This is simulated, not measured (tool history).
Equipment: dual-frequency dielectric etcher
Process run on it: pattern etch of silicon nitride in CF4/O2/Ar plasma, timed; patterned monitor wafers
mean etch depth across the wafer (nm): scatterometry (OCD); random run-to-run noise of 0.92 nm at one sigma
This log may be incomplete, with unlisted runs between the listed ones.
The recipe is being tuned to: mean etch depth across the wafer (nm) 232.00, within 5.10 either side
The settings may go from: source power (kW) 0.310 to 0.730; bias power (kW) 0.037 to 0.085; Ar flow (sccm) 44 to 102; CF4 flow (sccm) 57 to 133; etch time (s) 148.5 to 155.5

| run | hour | source power (kW) | bias power (kW) | Ar flow (sccm) | CF4 flow (sccm) | etch time (s) | mean etch depth across the wafer (nm) |
|---|---|---|---|---|---|---|---|
| 1 | 0.0 | 0.520 | 0.061 | 73 | 95 | 148.5 | 326.54 |
| 2 | 4.5 | 0.450 | 0.060 | 73 | 95 | 148.5 | 299.34 |
| 3 | 5.3 | 0.450 | 0.060 | 73 | 95 | 148.5 | 300.03 |
| 4 | 6.4 | 0.400 | 0.056 | 75 | 93 | 148.5 | 270.68 |
| 5 | 8.1 | 0.400 | 0.056 | 75 | 83 | 148.5 | 269.71 |
| 6 | 11.7 | 0.490 | 0.056 | 75 | 83 | 148.5 | 302.10 |
| 7 | 19.1 | 0.430 | 0.054 | 76 | 82 | 148.5 | 275.41 |
| 8 | 28.0 | 0.390 | 0.053 | 76 | 82 | 148.5 | 256.43 |
| 9 | 31.2 | 0.370 | 0.053 | 76 | 82 | 148.5 | 250.04 |
| 10 | 36.6 | 0.350 | 0.053 | 76 | 82 | 148.5 | 245.26 |
| 11 | 40.6 | 0.340 | 0.053 | 76 | 82 | 148.5 | 237.80 |

Which one of the following 4 next-run settings gets every result inside its allowed miss? There is exactly one.
| A | 44.6 | 0.360 | 0.050 | 74 | 83 | 151.5 | ? |
| B | 44.6 | 0.320 | 0.056 | 69 | 77 | 151.0 | ? |
| C | 44.6 | 0.310 | 0.053 | 65 | 86 | 148.5 | ? |
| D | 44.6 | 0.410 | 0.046 | 78 | 100 | 148.5 | ? |

| move | mean etch depth across the wafer (nm) |
|---|---|
| A | 245.55 |
| B | 243.12 |
| C | 231.91 |
| D | 250.89 |
A: moves away from the targets compared with the last run
B: moves away from the targets compared with the last run
C: each result inside its tolerance
D: moves away from the targets compared with the last run
Answer: C
